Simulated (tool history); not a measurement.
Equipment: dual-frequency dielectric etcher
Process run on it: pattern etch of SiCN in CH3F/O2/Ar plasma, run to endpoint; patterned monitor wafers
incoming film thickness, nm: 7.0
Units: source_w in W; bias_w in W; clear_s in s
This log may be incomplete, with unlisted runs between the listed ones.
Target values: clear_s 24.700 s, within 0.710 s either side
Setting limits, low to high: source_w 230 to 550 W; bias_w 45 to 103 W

Run 1, hour 0.0: source_w 390 W, bias_w 74 W. Result: clear_s 20.866 s.
Run 2, hour 2.1: source_w 390 W, bias_w 65 W. Result: clear_s 21.577 s.
Run 3, hour 10.5: source_w 460 W, bias_w 65 W. Result: clear_s 20.294 s.
Run 4, hour 14.4: source_w 430 W, bias_w 63 W. Result: clear_s 21.121 s.
Run 5, hour 20.4: source_w 430 W, bias_w 69 W. Result: clear_s 20.367 s.
Run 6, hour 25.7: source_w 400 W, bias_w 67 W. Result: clear_s 21.563 s.
Run 7, hour 30.9: source_w 380 W, bias_w 66 W. Result: clear_s 21.878 s.
Run 8, hour 39.3: source_w 360 W, bias_w 65 W. Result: clear_s 22.402 s.

Consider the 5 candidate settings below. Which is the only one whose results all fall within their allowed miss of target?
Run A, hour 47.7: source_w 410 W, bias_w 69 W. Result: clear_s ?.
Run B, hour 47.7: source_w 350 W, bias_w 61 W. Result: clear_s ?.
Run C, hour 47.7: source_w 460 W, bias_w 73 W. Result: clear_s ?.
Run D, hour 47.7: source_w 320 W, bias_w 60 W. Result: clear_s ?.
Run E, hour 47.7: source_w 440 W, bias_w 85 W. Result: clear_s ?.

move  clear_s
   A   20.981
   B   23.384
   C   19.601
   D   24.513
   E   19.084
A: further off than the last run
B: better than the last run, though not everything is in spec
C: further off than the last run
D: meets every target
E: further off than the last run
Go with D: it meets all targets.
